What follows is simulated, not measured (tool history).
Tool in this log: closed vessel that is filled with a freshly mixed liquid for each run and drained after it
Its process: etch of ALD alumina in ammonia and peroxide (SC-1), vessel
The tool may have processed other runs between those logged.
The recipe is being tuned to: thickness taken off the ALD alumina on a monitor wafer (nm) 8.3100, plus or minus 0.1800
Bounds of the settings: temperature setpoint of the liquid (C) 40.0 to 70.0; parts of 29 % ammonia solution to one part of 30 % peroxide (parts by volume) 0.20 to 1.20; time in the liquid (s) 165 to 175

run	hour	temperature setpoint of the liquid (C)	parts of 29 % ammonia solution to one part of 30 % peroxide (parts by volume)	time in the liquid (s)	thickness taken off the ALD alumina on a monitor wafer (nm)
1	0.0	56.0	0.70	165	14.5820
2	7.7	54.5	0.70	165	13.4720
3	11.8	52.0	0.70	165	11.8390
4	13.5	52.0	0.70	175	12.5350
5	21.5	58.0	0.70	175	17.1440
6	22.5	58.0	0.70	165	16.1570
7	29.6	56.0	0.70	165	14.6880
8	30.7	54.5	0.70	165	13.6020
9	32.1	53.0	0.70	165	12.5530
10	37.7	51.5	0.70	165	11.4660
11	39.8	50.5	0.70	165	10.8620
12	43.2	49.5	0.70	165	10.2900
13	44.5	49.0	0.70	165	10.0850
14	53.8	44.5	0.70	165	7.8183
15	61.3	45.0	0.70	165	8.0408

4 candidate next runs follow, results not yet known. Just one meets every target within its allowed miss. Identify it.
A	68.8	47.0	0.20	165	?
B	68.8	45.5	0.40	175	?
C	68.8	45.0	0.55	165	?
D	68.8	42.5	0.85	175	?

move	thickness taken off the ALD alumina on a monitor wafer (nm)
A	7.9686
B	8.2972
C	7.8386
D	7.5072
A: its largest miss is bigger than the last run's
B: hits every target within its allowed miss
C: its largest miss is bigger than the last run's
D: its largest miss is bigger than the last run's
Move B is the one to make.
